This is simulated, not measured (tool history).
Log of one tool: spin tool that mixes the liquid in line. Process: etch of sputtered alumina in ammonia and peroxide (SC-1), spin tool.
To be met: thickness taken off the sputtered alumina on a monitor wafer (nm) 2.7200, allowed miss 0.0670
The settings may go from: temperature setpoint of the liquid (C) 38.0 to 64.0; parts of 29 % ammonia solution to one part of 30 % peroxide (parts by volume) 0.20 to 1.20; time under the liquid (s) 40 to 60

run  hour  temperature setpoint of the liquid (C)  parts of 29 % ammonia solution to one part of 30 % peroxide (parts by volume)  time under the liquid (s)  thickness taken off the sputtered alumina on a monitor wafer (nm)
  1   0.0                                    48.0                                                                           0.75                         60                                                             2.0971
  2   2.7                                    49.0                                                                           0.75                         60                                                             2.1905
  3   3.4                                    50.0                                                                           0.75                         60                                                             2.3124
  4   9.6                                    50.0                                                                           0.75                         60                                                             2.3387
  5  12.3                                    50.0                                                                           0.75                         40                                                             1.5623
  6  13.8                                    53.5                                                                           0.80                         45                                                             2.1379
  7  19.2                                    55.0                                                                           0.80                         45                                                             2.2984
  8  27.9                                    56.0                                                                           0.80                         45                                                             2.4450
  9  33.8                                    56.5                                                                           0.80                         45                                                             2.4739
 10  36.5                                    57.0                                                                           0.80                         45                                                             2.5581
 11  37.7                                    57.5                                                                           0.80                         45                                                             2.6278

Which of these 4 next moves meets every target?
  A  38.9                                    53.0                                                                           1.20                         60                                                                  ?
  B  38.9                                    59.0                                                                           0.80                         40                                                                  ?
  C  38.9                                    60.0                                                                           1.00                         40                                                                  ?
  D  38.9                                    53.5                                                                           1.00                         60                                                                  ?

move  thickness taken off the sputtered alumina on a monitor wafer (nm)
   A                                                             2.8623
   B                                                             2.5198
   C                                                             2.7096
   D                                                             2.8897
A: takes the result that was furthest off past its target
B: further off than the last run
C: meets every target
D: takes the result that was furthest off past its target
The right move is C.
